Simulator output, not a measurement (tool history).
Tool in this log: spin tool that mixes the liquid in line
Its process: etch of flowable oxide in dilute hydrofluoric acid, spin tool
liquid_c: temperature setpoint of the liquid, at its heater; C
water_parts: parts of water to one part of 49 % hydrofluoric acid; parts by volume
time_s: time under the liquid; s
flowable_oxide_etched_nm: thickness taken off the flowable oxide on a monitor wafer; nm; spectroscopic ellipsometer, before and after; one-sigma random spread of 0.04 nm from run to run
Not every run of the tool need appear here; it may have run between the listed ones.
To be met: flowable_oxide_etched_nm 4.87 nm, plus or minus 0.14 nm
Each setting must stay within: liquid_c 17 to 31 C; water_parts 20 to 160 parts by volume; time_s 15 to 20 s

run	day	liquid_c	water_parts	time_s	flowable_oxide_etched_nm
1	0	23	90	20	5.9833
2	0.362	22.5	90	20	5.8998
3	0.588	22	90	20	5.7015
4	0.646	22	80	20	6.4775
5	0.812	22	65	20	8.1953
6	1.129	22	35	20	15.822
7	1.388	21.5	40	20	13.262
8	1.717	21	45	20	11.583
9	1.821	20.5	50	20	10.082
10	2.175	20	55	20	8.9196
11	2.208	19.5	60	20	8.0149
12	2.338	19	60	20	7.8129
13	2.583	17	95	20	4.4094
14	2.738	17.5	95	20	4.5134
15	2.804	18.5	95	20	4.6869

Consider the 4 candidate settings below. Which is the only one whose results all fall within their allowed miss of target?
A	2.871	21.5	85	15	?
B	2.871	18	95	20	?
C	2.871	21	95	20	?
D	2.871	18	90	20	?

move	flowable_oxide_etched_nm
A	4.456
B	4.5467
C	5.1478
D	4.8252
A: lands further from the targets than the last run did
B: lands further from the targets than the last run did
C: takes the biggest miss from the last run beyond its target
D: in spec on every target
Answer: D
